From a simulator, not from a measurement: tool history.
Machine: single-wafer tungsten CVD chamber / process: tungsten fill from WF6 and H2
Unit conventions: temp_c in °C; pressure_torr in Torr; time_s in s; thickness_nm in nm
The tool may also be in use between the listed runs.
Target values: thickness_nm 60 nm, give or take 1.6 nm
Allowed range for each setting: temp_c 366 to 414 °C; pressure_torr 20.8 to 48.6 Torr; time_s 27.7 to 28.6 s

{"run": 1, "hour": 0.0, "temp_c": 390, "pressure_torr": 34.7, "time_s": 27.7, "thickness_nm": 70.717}
{"run": 2, "hour": 7.2, "temp_c": 387, "pressure_torr": 34.6, "time_s": 27.7, "thickness_nm": 66.178}
{"run": 3, "hour": 9.5, "temp_c": 386, "pressure_torr": 34.5, "time_s": 27.7, "thickness_nm": 64.79}
{"run": 4, "hour": 12.8, "temp_c": 386, "pressure_torr": 36.7, "time_s": 27.7, "thickness_nm": 66.615}
{"run": 5, "hour": 16.1, "temp_c": 378, "pressure_torr": 36.7, "time_s": 27.7, "thickness_nm": 55.757}
{"run": 6, "hour": 20.0, "temp_c": 372, "pressure_torr": 36.7, "time_s": 27.7, "thickness_nm": 48.86}
{"run": 7, "hour": 24.6, "temp_c": 375, "pressure_torr": 36.8, "time_s": 27.7, "thickness_nm": 52.306}
{"run": 8, "hour": 26.9, "temp_c": 377, "pressure_torr": 36.9, "time_s": 27.7, "thickness_nm": 54.834}
{"run": 9, "hour": 29.3, "temp_c": 378, "pressure_torr": 37, "time_s": 27.7, "thickness_nm": 56.409}
{"run": 10, "hour": 33.2, "temp_c": 379, "pressure_torr": 37, "time_s": 27.7, "thickness_nm": 57.447}

5 candidate next runs follow, results not yet known. Just one meets every target within its allowed miss. Identify it.
{"run": "A", "hour": 37.1, "temp_c": 381, "pressure_torr": 37.6, "time_s": 27.7, "thickness_nm": "?"}
{"run": "B", "hour": 37.1, "temp_c": 383, "pressure_torr": 29.5, "time_s": 27.8, "thickness_nm": "?"}
{"run": "C", "hour": 37.1, "temp_c": 375, "pressure_torr": 42.5, "time_s": 27.8, "thickness_nm": "?"}
{"run": "D", "hour": 37.1, "temp_c": 373, "pressure_torr": 39.1, "time_s": 27.7, "thickness_nm": "?"}
{"run": "E", "hour": 37.1, "temp_c": 378, "pressure_torr": 37.2, "time_s": 28, "thickness_nm": "?"}

move=A thickness_nm=60.822
move=B thickness_nm=56.45
move=C thickness_nm=56.582
move=D thickness_nm=51.696
move=E thickness_nm=57.158
A: every result lands within tolerance
B: the biggest miss grows against the last run
C: the biggest miss grows against the last run
D: the biggest miss grows against the last run
E: the biggest miss grows against the last run
Move A is the one to make.

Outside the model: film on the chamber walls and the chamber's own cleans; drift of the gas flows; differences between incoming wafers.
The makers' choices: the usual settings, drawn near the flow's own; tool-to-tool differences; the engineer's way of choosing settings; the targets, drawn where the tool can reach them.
